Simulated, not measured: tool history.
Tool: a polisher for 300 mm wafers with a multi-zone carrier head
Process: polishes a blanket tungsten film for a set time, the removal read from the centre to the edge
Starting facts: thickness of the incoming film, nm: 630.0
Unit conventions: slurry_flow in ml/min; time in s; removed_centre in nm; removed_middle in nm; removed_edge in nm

run  hour  slurry_flow  centre_zone  middle_zone  edge_zone  slurry_solids  time  removed_centre  removed_middle  removed_edge
  1     0          140            1            1          1              1    29          192.22          198.13        195.71
  2   1.6          135            1         0.98       0.98           0.95    28          183.53          186.81        184.36
  3   5.1          135         0.92         0.98       0.98           0.95    28          166.82          185.35        185.46
  4  12.5          135            1         0.98       0.98           0.95    28          184.72          188.04        182.82
  5    14          135            1         0.92       0.98           0.95    28          181.25          174.24        183.84
  6  16.5          130            1         0.91       0.96            0.9    27          170.65          166.15        173.63
  7  18.2          130         1.01          0.9       0.95           0.85    26          169.49          157.48        164.86
  8  22.5          125         1.01         0.89       0.94            0.8    25          157.05          145.84        153.41
  9  23.3          120         1.01         0.88       0.93           0.75    24          148.16          138.02        149.31

Run 10 has not been measured yet. What should we expect?
 10  28.5          120         1.01         0.88       0.92            0.7    23               ?               ?             ?

Run 10 gave removed_centre 140.25 nm, removed_middle 129.71 nm, removed_edge 138.99 nm.
